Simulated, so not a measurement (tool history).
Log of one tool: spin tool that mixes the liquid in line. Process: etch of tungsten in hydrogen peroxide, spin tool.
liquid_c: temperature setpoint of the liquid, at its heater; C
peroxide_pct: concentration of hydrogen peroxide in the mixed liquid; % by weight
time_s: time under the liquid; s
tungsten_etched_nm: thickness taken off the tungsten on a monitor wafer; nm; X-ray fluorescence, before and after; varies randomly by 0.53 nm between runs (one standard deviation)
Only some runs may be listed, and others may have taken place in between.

| run | hour | liquid_c | peroxide_pct | time_s | tungsten_etched_nm |
|---|---|---|---|---|---|
| 1 | 0 | 51 | 24 | 50 | 114.61 |
| 2 | 5 | 49.5 | 24 | 50 | 105.51 |
| 3 | 7.6 | 48.5 | 24 | 50 | 99.647 |
| 4 | 11.9 | 48.5 | 24 | 50 | 100.22 |
| 5 | 20.8 | 48.5 | 26 | 50 | 104.55 |
| 6 | 22.1 | 48.5 | 26 | 50 | 104.77 |
| 7 | 24.8 | 47.5 | 26 | 50 | 96.748 |

Run 8, settings as shown, results not yet in. Your forecast:
|  | 31.3 | thermometer replaced |
| 8 | 31.3 | 46 | 26 | 50 | ? |

Logged for run 8: tungsten_etched_nm 81.404 nm.
